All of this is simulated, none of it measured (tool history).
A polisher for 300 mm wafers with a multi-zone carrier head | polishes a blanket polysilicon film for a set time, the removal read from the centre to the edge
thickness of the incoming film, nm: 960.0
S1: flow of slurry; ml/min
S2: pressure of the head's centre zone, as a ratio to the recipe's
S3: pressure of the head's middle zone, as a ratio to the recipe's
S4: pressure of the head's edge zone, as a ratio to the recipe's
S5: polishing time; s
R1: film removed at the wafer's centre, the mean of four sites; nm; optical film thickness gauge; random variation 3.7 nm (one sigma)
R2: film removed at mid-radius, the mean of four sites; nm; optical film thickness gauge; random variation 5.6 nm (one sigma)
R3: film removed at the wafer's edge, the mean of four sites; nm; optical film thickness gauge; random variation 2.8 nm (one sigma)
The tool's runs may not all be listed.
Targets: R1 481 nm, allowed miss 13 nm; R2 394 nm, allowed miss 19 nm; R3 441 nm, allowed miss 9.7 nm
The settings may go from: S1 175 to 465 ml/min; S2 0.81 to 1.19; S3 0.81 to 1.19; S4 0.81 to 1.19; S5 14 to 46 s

run 1 hour=0 | S1=295 S2=1 S3=1 S4=1 S5=30 | R1=337.55 R2=337.55 R3=346.96
run 2 hour=2.8 | S1=315 S2=1.06 S3=1 S4=1.06 S5=31 | R1=381.31 R2=366.46 R3=366.57
run 3 hour=8 | S1=315 S2=1.08 S3=0.95 S4=1.09 S5=32 | R1=393.3 R2=343.33 R3=386.65
run 4 hour=16.6 | S1=330 S2=1.11 S3=0.95 S4=1.12 S5=33 | R1=420.75 R2=362.75 R3=409.78
run 5 hour=18.6 | S1=350 S2=1.14 S3=0.95 S4=1.14 S5=33 | R1=431.68 R2=371.13 R3=416.06
run 6 hour=21.1 | S1=350 S2=1.14 S3=0.95 S4=1.08 S5=33 | R1=431.61 R2=368.91 R3=396.95
run 7 hour=24.9 | S1=350 S2=1.16 S3=0.95 S4=1.1 S5=34 | R1=460.63 R2=372.3 R3=419.43
run 8 hour=31.3 | S1=360 S2=1.17 S3=0.96 S4=1.12 S5=34 | R1=464.02 R2=391.21 R3=423.48
run 9 hour=33.7 | S1=365 S2=1.18 S3=0.95 S4=1.13 S5=34 | R1=462.8 R2=378.09 R3=423.82
run 10 hour=40.6 | S1=365 S2=1.18 S3=0.95 S4=1.14 S5=34 | R1=459.57 R2=382.52 R3=425.23

Which of these 5 next moves meets every target?
run A hour=47.5 | S1=465 S2=1.19 S3=0.86 S4=0.96 S5=35 | R1=? R2=? R3=?
run B hour=47.5 | S1=350 S2=1.18 S3=0.98 S4=1.13 S5=33 | R1=? R2=? R3=?
run C hour=47.5 | S1=380 S2=1.16 S3=0.97 S4=1.18 S5=36 | R1=? R2=? R3=?
run D hour=47.5 | S1=310 S2=1.19 S3=0.86 S4=1.09 S5=37 | R1=? R2=? R3=?
run E hour=47.5 | S1=365 S2=1.19 S3=0.97 S4=1.17 S5=35 | R1=? R2=? R3=?

move=A R1=493.32 R2=359.7 R3=412.05
move=B R1=450.72 R2=369.9 R3=413.28
move=C R1=487.01 R2=402.89 R3=463.63
move=D R1=502.75 R2=367.69 R3=451.64
move=E R1=484.02 R2=390.33 R3=447.59
A: brings the result that was furthest off to its target, and leaves another outside
B: further off than the last run
C: brings the result that was furthest off to its target, and leaves another outside
D: takes the result that was furthest off past its target
E: meets every target
Move E is the one to make.
